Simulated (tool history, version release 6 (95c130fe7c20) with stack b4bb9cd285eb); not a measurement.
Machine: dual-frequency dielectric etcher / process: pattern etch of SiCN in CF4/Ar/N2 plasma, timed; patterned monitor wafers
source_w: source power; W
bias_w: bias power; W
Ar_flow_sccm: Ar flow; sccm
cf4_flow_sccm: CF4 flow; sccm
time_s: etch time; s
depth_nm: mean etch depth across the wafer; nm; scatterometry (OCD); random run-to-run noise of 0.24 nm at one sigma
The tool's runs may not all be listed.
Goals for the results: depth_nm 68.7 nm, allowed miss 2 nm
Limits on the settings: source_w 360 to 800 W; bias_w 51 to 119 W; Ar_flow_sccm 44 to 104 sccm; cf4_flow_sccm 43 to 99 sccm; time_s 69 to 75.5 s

{"run": 1, "day": 0.0, "source_w": 580, "bias_w": 85, "Ar_flow_sccm": 74, "cf4_flow_sccm": 71, "time_s": 75.5, "depth_nm": 88.239}
{"run": 2, "day": 0.112, "source_w": 580, "bias_w": 85, "Ar_flow_sccm": 74, "cf4_flow_sccm": 65, "time_s": 75.5, "depth_nm": 88.066}
{"run": 3, "day": 0.175, "source_w": 650, "bias_w": 85, "Ar_flow_sccm": 74, "cf4_flow_sccm": 65, "time_s": 75.5, "depth_nm": 96.12}
{"run": 4, "day": 0.417, "source_w": 600, "bias_w": 84, "Ar_flow_sccm": 74, "cf4_flow_sccm": 65, "time_s": 75.5, "depth_nm": 89.921}
{"run": 5, "day": 0.6, "source_w": 560, "bias_w": 83, "Ar_flow_sccm": 74, "cf4_flow_sccm": 65, "time_s": 75.5, "depth_nm": 83.86}
{"run": 6, "day": 0.654, "source_w": 490, "bias_w": 83, "Ar_flow_sccm": 74, "cf4_flow_sccm": 65, "time_s": 75.5, "depth_nm": 75.631}
{"run": 7, "day": 0.796, "source_w": 480, "bias_w": 83, "Ar_flow_sccm": 74, "cf4_flow_sccm": 65, "time_s": 75.5, "depth_nm": 74.684}
{"run": 8, "day": 1.054, "source_w": 470, "bias_w": 83, "Ar_flow_sccm": 74, "cf4_flow_sccm": 65, "time_s": 75.5, "depth_nm": 73.004}
{"run": 9, "day": 1.158, "source_w": 460, "bias_w": 83, "Ar_flow_sccm": 74, "cf4_flow_sccm": 65, "time_s": 75.5, "depth_nm": 71.667}

Of the 4 settings listed for the next run, only one would bring every result within its allowed miss of target. Which one?
{"run": "A", "day": 1.262, "source_w": 450, "bias_w": 80, "Ar_flow_sccm": 74, "cf4_flow_sccm": 72, "time_s": 74, "depth_nm": "?"}
{"run": "B", "day": 1.262, "source_w": 520, "bias_w": 89, "Ar_flow_sccm": 75, "cf4_flow_sccm": 63, "time_s": 69.5, "depth_nm": "?"}
{"run": "C", "day": 1.262, "source_w": 470, "bias_w": 87, "Ar_flow_sccm": 76, "cf4_flow_sccm": 73, "time_s": 74.5, "depth_nm": "?"}
{"run": "D", "day": 1.262, "source_w": 500, "bias_w": 77, "Ar_flow_sccm": 76, "cf4_flow_sccm": 62, "time_s": 74.5, "depth_nm": "?"}

move=A depth_nm=68.616
move=B depth_nm=74.253
move=C depth_nm=73.69
move=D depth_nm=72.798
A: meets every target
B: moves away from the targets compared with the last run
C: moves away from the targets compared with the last run
D: moves away from the targets compared with the last run
The move that meets every target is A.
